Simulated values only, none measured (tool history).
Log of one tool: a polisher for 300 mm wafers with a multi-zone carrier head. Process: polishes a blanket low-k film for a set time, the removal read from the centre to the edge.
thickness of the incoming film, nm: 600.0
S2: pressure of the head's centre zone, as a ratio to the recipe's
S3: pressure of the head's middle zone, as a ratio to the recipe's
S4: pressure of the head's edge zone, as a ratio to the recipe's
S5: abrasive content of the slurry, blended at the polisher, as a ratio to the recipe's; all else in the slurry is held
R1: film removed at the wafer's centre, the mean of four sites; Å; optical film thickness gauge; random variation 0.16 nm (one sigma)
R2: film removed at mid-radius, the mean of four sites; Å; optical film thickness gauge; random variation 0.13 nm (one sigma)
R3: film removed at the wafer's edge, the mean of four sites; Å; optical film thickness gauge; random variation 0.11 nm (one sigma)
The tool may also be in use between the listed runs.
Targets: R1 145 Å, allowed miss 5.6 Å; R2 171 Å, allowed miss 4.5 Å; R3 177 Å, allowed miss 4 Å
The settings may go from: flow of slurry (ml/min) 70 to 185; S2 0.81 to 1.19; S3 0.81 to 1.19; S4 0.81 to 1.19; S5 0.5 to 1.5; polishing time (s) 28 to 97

run 1 hour=0 | flow_of_slurry_(ml/min)=120 S2=1 S3=1 S4=1 S5=1 polishing_time_(s)=62 | R1=136.61 R2=136.31 R3=133.84
run 2 hour=2.1 | flow_of_slurry_(ml/min)=120 S2=1 S3=1 S4=1 S5=0.85 polishing_time_(s)=62 | R1=126.1 R2=127.03 R3=122.15
run 3 hour=6.7 | flow_of_slurry_(ml/min)=120 S2=1.06 S3=1 S4=1 S5=0.85 polishing_time_(s)=62 | R1=133.39 R2=126.48 R3=122.46
run 4 hour=12.4 | flow_of_slurry_(ml/min)=120 S2=1.06 S3=1 S4=0.97 S5=0.85 polishing_time_(s)=62 | R1=132.32 R2=127.19 R3=120.54
run 5 hour=17.9 | flow_of_slurry_(ml/min)=120 S2=1.06 S3=1 S4=0.97 S5=0.85 polishing_time_(s)=70 | R1=150.05 R2=142.35 R3=134.29
run 6 hour=21.8 | flow_of_slurry_(ml/min)=130 S2=0.99 S3=1.01 S4=1.03 S5=0.9 polishing_time_(s)=70 | R1=146.34 R2=150.76 R3=147.02
run 7 hour=30.3 | flow_of_slurry_(ml/min)=140 S2=0.96 S3=1.02 S4=1.08 S5=0.9 polishing_time_(s)=70 | R1=146.81 R2=152.12 R3=150.47
run 8 hour=31.2 | flow_of_slurry_(ml/min)=145 S2=0.92 S3=1.03 S4=1.11 S5=0.95 polishing_time_(s)=70 | R1=144.96 R2=159.31 R3=157.62

5 next moves are on the table. One of them brings every result within its allowed miss. Which?
run A hour=32.1 | flow_of_slurry_(ml/min)=130 S2=0.91 S3=0.91 S4=1.13 S5=1 polishing_time_(s)=71 | R1=? R2=? R3=?
run B hour=32.1 | flow_of_slurry_(ml/min)=135 S2=0.87 S3=1.01 S4=1.06 S5=1 polishing_time_(s)=74 | R1=? R2=? R3=?
run C hour=32.1 | flow_of_slurry_(ml/min)=110 S2=1.09 S3=1.13 S4=1 S5=0.7 polishing_time_(s)=74 | R1=? R2=? R3=?
run D hour=32.1 | flow_of_slurry_(ml/min)=140 S2=0.84 S3=0.98 S4=1.14 S5=0.95 polishing_time_(s)=78 | R1=? R2=? R3=?
run E hour=32.1 | flow_of_slurry_(ml/min)=160 S2=0.83 S3=1.07 S4=1.11 S5=1.05 polishing_time_(s)=73 | R1=? R2=? R3=?

move=A R1=146.39 R2=148.08 R3=161.57
move=B R1=147.11 R2=169.55 R3=163.55
move=C R1=146.05 R2=148.79 R3=128.02
move=D R1=147.07 R2=170.95 R3=175.25
move=E R1=146.2 R2=184.62 R3=172.07
A: further off than the last run
B: nearer than the last run, and not there yet
C: further off than the last run
D: meets every target
E: nearer than the last run, and not there yet
The right move is D.
